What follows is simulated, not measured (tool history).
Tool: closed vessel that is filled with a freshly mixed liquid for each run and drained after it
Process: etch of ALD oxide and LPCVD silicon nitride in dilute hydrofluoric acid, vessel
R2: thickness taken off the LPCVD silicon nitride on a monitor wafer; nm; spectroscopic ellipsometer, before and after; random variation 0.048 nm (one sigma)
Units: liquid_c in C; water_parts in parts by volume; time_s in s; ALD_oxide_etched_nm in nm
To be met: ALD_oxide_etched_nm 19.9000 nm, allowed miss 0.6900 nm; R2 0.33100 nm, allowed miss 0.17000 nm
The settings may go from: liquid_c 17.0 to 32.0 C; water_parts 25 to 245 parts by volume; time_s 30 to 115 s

run 1 hour=0.0 | liquid_c=24.0 water_parts=135 time_s=60 | ALD_oxide_etched_nm=12.1740 R2=0.28199
run 2 hour=7.4 | liquid_c=24.0 water_parts=135 time_s=50 | ALD_oxide_etched_nm=10.2970 R2=0.18992
run 3 hour=12.7 | liquid_c=26.0 water_parts=120 time_s=50 | ALD_oxide_etched_nm=12.7860 R2=0.21243
run 4 hour=16.7 | liquid_c=26.0 water_parts=170 time_s=50 | ALD_oxide_etched_nm=8.4577 R2=0.17301
run 5 hour=23.6 | liquid_c=26.0 water_parts=170 time_s=35 | ALD_oxide_etched_nm=5.8747 R2=0.15202
run 6 hour=30.5 | liquid_c=27.5 water_parts=140 time_s=35 | ALD_oxide_etched_nm=7.7873 R2=0.16585
run 7 hour=33.4 | liquid_c=28.5 water_parts=110 time_s=35 | ALD_oxide_etched_nm=10.7600 R2=0.19239
run 8 hour=36.7 | liquid_c=29.5 water_parts=95 time_s=35 | ALD_oxide_etched_nm=13.1090 R2=0.26517
run 9 hour=40.5 | liquid_c=30.0 water_parts=85 time_s=35 | ALD_oxide_etched_nm=15.3210 R2=0.31953
run 10 hour=46.5 | liquid_c=30.0 water_parts=80 time_s=35 | ALD_oxide_etched_nm=16.5250 R2=0.30136
run 11 hour=50.0 | liquid_c=30.5 water_parts=75 time_s=35 | ALD_oxide_etched_nm=17.9040 R2=0.43246

Which of these 5 next moves meets every target?
run A hour=53.5 | liquid_c=26.0 water_parts=60 time_s=30 | ALD_oxide_etched_nm=? R2=?
run B hour=53.5 | liquid_c=29.5 water_parts=75 time_s=30 | ALD_oxide_etched_nm=? R2=?
run C hour=53.5 | liquid_c=32.0 water_parts=100 time_s=40 | ALD_oxide_etched_nm=? R2=?
run D hour=53.5 | liquid_c=21.0 water_parts=60 time_s=45 | ALD_oxide_etched_nm=? R2=?
run E hour=53.5 | liquid_c=25.5 water_parts=55 time_s=30 | ALD_oxide_etched_nm=? R2=?

move=A ALD_oxide_etched_nm=16.3480 R2=0.25226
move=B ALD_oxide_etched_nm=14.6940 R2=0.25383
move=C ALD_oxide_etched_nm=15.5620 R2=0.29657
move=D ALD_oxide_etched_nm=19.9770 R2=0.27017
move=E ALD_oxide_etched_nm=17.5980 R2=0.26586
A: further off than the last run
B: further off than the last run
C: further off than the last run
D: meets every target
E: further off than the last run
Answer: D

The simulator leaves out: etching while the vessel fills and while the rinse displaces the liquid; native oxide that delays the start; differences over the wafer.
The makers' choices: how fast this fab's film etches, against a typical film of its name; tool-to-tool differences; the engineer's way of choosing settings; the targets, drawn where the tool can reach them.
